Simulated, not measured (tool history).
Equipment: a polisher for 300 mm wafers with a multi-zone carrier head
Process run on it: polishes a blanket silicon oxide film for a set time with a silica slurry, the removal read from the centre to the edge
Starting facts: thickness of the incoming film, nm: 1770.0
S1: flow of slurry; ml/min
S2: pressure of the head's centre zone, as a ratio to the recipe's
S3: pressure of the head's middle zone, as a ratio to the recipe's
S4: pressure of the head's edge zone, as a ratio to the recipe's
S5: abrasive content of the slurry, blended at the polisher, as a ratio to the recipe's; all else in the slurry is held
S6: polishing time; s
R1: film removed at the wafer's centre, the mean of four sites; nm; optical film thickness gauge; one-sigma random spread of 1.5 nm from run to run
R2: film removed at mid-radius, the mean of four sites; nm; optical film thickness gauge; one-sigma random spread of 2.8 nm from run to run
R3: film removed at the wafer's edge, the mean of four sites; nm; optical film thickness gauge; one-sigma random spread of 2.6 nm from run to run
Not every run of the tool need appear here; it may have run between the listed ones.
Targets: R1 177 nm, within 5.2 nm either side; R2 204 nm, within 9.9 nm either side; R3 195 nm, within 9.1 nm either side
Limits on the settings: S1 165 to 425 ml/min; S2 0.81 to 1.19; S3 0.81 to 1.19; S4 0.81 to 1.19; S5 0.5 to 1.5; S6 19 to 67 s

run 1 hour=0 | S1=275 S2=1 S3=1 S4=1 S5=1 S6=43 | R1=155.89 R2=156.96 R3=158.21
run 2 hour=3 | S1=275 S2=1 S3=1.03 S4=1.02 S5=1.05 S6=43 | R1=155.19 R2=165.5 R3=162.45
run 3 hour=7.5 | S1=345 S2=1 S3=1.03 S4=1.02 S5=1.05 S6=43 | R1=163.37 R2=167.13 R3=163.97
run 4 hour=13.9 | S1=345 S2=1 S3=0.98 S4=1.02 S5=1.05 S6=43 | R1=161.33 R2=162.25 R3=166.96
run 5 hour=17.2 | S1=345 S2=1 S3=0.98 S4=1.02 S5=1.05 S6=49 | R1=185.36 R2=183.55 R3=190.38
run 6 hour=17.8 | S1=340 S2=0.99 S3=1 S4=1.03 S5=1.05 S6=49 | R1=185.52 R2=184.34 R3=185.08
run 7 hour=26.8 | S1=330 S2=0.97 S3=1.01 S4=1.03 S5=1.1 S6=49 | R1=185.16 R2=191.54 R3=190.6
run 8 hour=35.7 | S1=325 S2=0.96 S3=1.02 S4=1.04 S5=1.1 S6=49 | R1=183.25 R2=196.72 R3=194.76

5 candidate next runs follow, results not yet known. Just one meets every target within its allowed miss. Identify it.
run A hour=44.6 | S1=425 S2=1.03 S3=1.07 S4=0.94 S5=0.8 S6=59 | R1=? R2=? R3=?
run B hour=44.6 | S1=415 S2=0.96 S3=1.03 S4=0.99 S5=0.95 S6=54 | R1=? R2=? R3=?
run C hour=44.6 | S1=400 S2=1.01 S3=0.92 S4=1 S5=0.95 S6=51 | R1=? R2=? R3=?
run D hour=44.6 | S1=380 S2=1.01 S3=1 S4=1.12 S5=1.15 S6=47 | R1=? R2=? R3=?
run E hour=44.6 | S1=335 S2=0.91 S3=1.06 S4=1.02 S5=1.1 S6=50 | R1=? R2=? R3=?

move=A R1=195.08 R2=199.06 R3=186.04
move=B R1=189.95 R2=199.14 R3=196.4
move=C R1=186.44 R2=170.54 R3=186.13
move=D R1=191.42 R2=187.71 R3=200.41
move=E R1=180.25 R2=202.74 R3=198.22
A: its largest miss is bigger than the last run's
B: its largest miss is bigger than the last run's
C: its largest miss is bigger than the last run's
D: its largest miss is bigger than the last run's
E: hits every target within its allowed miss
Correct choice: E, which meets every target

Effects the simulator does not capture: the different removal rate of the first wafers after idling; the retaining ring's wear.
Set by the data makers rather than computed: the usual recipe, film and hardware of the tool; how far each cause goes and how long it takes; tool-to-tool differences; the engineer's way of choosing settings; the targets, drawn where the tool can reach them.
